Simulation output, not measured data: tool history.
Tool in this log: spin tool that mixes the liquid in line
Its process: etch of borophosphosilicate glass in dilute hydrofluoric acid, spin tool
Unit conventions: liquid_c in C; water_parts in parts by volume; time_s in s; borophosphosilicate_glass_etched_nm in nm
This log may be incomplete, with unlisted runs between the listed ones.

| run | day | liquid_c | water_parts | time_s | borophosphosilicate_glass_etched_nm |
|---|---|---|---|---|---|
| 1 | 0.000 | 25.0 | 80 | 15 | 9.7325 |
| 2 | 0.300 | 25.5 | 80 | 15 | 10.1330 |
| 3 | 0.379 | 26.0 | 80 | 15 | 10.2650 |
| 4 | 0.625 | 26.0 | 60 | 15 | 14.0650 |
| 5 | 0.917 | 26.0 | 45 | 15 | 18.9420 |
| 6 | 1.004 | 26.0 | 20 | 15 | 44.9100 |
| 7 | 1.179 | 25.0 | 25 | 15 | 33.8280 |
| 8 | 1.296 | 24.0 | 30 | 15 | 27.1640 |
| 9 | 1.533 | 23.0 | 35 | 15 | 22.0420 |
| 10 | 1.596 | 19.0 | 50 | 15 | 12.8110 |

Estimate the outcome of run 11 from the log above:
| 11 | 1.738 | 18.0 | 50 | 15 | ? |

Run 11 yielded borophosphosilicate_glass_etched_nm 12.4020 nm.
